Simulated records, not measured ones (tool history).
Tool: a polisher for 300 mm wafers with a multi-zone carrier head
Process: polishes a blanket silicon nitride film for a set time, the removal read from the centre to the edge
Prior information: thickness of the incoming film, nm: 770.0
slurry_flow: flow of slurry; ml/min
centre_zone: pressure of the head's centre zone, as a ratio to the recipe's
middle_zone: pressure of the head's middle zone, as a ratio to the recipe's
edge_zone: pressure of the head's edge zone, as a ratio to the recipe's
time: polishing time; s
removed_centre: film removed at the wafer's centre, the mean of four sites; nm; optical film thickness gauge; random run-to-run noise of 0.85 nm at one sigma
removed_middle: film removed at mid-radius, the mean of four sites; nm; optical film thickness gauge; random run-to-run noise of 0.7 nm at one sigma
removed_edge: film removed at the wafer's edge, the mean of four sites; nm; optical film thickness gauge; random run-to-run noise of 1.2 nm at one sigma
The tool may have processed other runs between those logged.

Run 1, hour 0: slurry_flow 205 ml/min, centre_zone 1, middle_zone 1, edge_zone 1, time 80 s. Result: removed_centre 122.47 nm, removed_middle 122.74 nm, removed_edge 119.25 nm.
Run 2, hour 1.9: slurry_flow 205 ml/min, centre_zone 1, middle_zone 1, edge_zone 1, time 66 s. Result: removed_centre 100.76 nm, removed_middle 99.86 nm, removed_edge 98.396 nm.
Run 3, hour 2.9: slurry_flow 210 ml/min, centre_zone 1.01, middle_zone 1, edge_zone 0.99, time 66 s. Result: removed_centre 101.96 nm, removed_middle 102.22 nm, removed_edge 96.491 nm.
Run 4, hour 4: slurry_flow 210 ml/min, centre_zone 1.02, middle_zone 1, edge_zone 0.99, time 66 s. Result: removed_centre 102.61 nm, removed_middle 101.44 nm, removed_edge 100.48 nm.
Run 5, hour 9.9: slurry_flow 210 ml/min, centre_zone 1.06, middle_zone 1, edge_zone 0.99, time 66 s. Result: removed_centre 105.67 nm, removed_middle 101.75 nm, removed_edge 96.422 nm.
Run 6, hour 13.7: slurry_flow 210 ml/min, centre_zone 1.06, middle_zone 0.95, edge_zone 0.99, time 66 s. Result: removed_centre 108.08 nm, removed_middle 96.568 nm, removed_edge 100.11 nm.
Run 7, hour 21.6: slurry_flow 210 ml/min, centre_zone 1.06, middle_zone 0.96, edge_zone 0.98, time 66 s. Result: removed_centre 104.55 nm, removed_middle 98.17 nm, removed_edge 97.733 nm.

Forecast run 8:
Run 8, hour 25.2: slurry_flow 210 ml/min, centre_zone 1.07, middle_zone 0.96, edge_zone 0.97, time 66 s. Result: removed_centre ?, removed_middle ?, removed_edge ?.

Run 8 produced removed_centre 106.09 nm, removed_middle 98.982 nm, removed_edge 98.89 nm.
